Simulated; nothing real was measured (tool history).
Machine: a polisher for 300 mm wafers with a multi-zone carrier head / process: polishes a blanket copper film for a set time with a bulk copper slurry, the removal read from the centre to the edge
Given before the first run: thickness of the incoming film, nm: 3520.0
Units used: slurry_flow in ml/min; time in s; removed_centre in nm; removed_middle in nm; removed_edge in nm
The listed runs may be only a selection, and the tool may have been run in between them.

run	hour	slurry_flow	centre_zone	middle_zone	edge_zone	slurry_solids	time	removed_centre	removed_middle	removed_edge
1	0	175	1	1	1	1	78	814.45	833.07	794.37
2	7.5	185	1.02	1	1.04	1.1	81	889.62	883.59	870.63
3	8.5	185	1.1	1	1.04	1.1	81	955.99	884.68	863.01
4	11.3	195	1.1	1.01	1.07	1.2	84	1016.1	959.35	936.21
5	15.1	195	1.1	1.01	1.07	1.3	84	1032.7	970.76	945.08
6	18.2	205	1.1	1.01	1.09	1.35	86	1080.7	999.19	997.32
7	25.1	210	1.1	1.02	1.11	1.4	88	1105.1	1046.9	1028.2

For run 8, what comes out?
8	26.4	210	1.1	1.02	1.12	1.4	90	?	?	?

{"run 8": {"removed_centre": 1147.2, "removed_middle": 1089.2, "removed_edge": 1061.9}}
